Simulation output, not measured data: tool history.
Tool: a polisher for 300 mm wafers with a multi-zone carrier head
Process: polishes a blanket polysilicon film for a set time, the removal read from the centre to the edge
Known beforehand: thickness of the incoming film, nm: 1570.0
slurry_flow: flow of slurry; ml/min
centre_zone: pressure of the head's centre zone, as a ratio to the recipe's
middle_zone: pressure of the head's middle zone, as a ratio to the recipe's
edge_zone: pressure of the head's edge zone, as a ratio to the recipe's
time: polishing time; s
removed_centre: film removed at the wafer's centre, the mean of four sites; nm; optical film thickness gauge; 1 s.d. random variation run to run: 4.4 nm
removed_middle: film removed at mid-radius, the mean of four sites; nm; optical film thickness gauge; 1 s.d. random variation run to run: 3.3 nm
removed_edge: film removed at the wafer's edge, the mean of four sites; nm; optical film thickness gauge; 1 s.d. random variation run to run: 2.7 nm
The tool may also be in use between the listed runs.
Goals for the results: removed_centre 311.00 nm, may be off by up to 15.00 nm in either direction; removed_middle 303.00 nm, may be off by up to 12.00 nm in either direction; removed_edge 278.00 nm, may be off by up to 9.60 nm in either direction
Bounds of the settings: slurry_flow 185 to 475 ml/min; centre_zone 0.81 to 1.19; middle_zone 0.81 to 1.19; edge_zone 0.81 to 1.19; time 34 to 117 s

| run | hour | slurry_flow | centre_zone | middle_zone | edge_zone | time | removed_centre | removed_middle | removed_edge |
|---|---|---|---|---|---|---|---|---|---|
| 1 | 0.0 | 305 | 1.00 | 1.00 | 1.00 | 75 | 444.71 | 448.44 | 430.90 |
| 2 | 7.5 | 305 | 1.00 | 1.00 | 0.92 | 75 | 435.07 | 444.07 | 416.28 |
| 3 | 12.4 | 305 | 1.00 | 1.00 | 0.92 | 63 | 362.84 | 372.16 | 349.09 |
| 4 | 15.3 | 305 | 1.00 | 1.06 | 0.92 | 63 | 366.45 | 393.23 | 345.92 |
| 5 | 18.0 | 305 | 1.00 | 1.06 | 0.92 | 56 | 329.37 | 356.91 | 304.50 |
| 6 | 21.9 | 305 | 1.00 | 1.06 | 0.98 | 56 | 328.33 | 343.12 | 317.52 |
| 7 | 28.2 | 305 | 1.01 | 1.05 | 0.97 | 55 | 322.61 | 342.64 | 308.24 |
| 8 | 32.5 | 305 | 1.02 | 1.04 | 0.96 | 54 | 317.04 | 338.47 | 306.33 |
| 9 | 38.9 | 310 | 1.04 | 1.02 | 0.94 | 53 | 315.30 | 322.20 | 291.86 |
| 10 | 44.9 | 310 | 1.05 | 1.01 | 0.94 | 53 | 322.27 | 316.94 | 298.21 |
| 11 | 52.5 | 310 | 1.05 | 1.01 | 0.93 | 53 | 324.62 | 317.24 | 295.39 |

5 next moves are on the table. One of them brings every result within its allowed miss. Which?
| A | 60.1 | 280 | 0.97 | 1.06 | 0.92 | 57 | ? | ? | ? |
| B | 60.1 | 355 | 1.02 | 1.12 | 0.93 | 52 | ? | ? | ? |
| C | 60.1 | 215 | 1.02 | 0.89 | 1.00 | 58 | ? | ? | ? |
| D | 60.1 | 315 | 1.09 | 0.98 | 0.88 | 58 | ? | ? | ? |
| E | 60.1 | 345 | 1.09 | 1.03 | 0.95 | 49 | ? | ? | ? |

| move | removed_centre | removed_middle | removed_edge |
|---|---|---|---|
| A | 321.44 | 354.38 | 310.98 |
| B | 314.18 | 347.01 | 290.06 |
| C | 327.30 | 300.24 | 320.40 |
| D | 365.69 | 341.57 | 313.79 |
| E | 312.04 | 303.55 | 275.69 |
A: lands further from the targets than the last run did
B: lands further from the targets than the last run did
C: lands further from the targets than the last run did
D: lands further from the targets than the last run did
E: meets every target
Correct choice: E, which meets every target
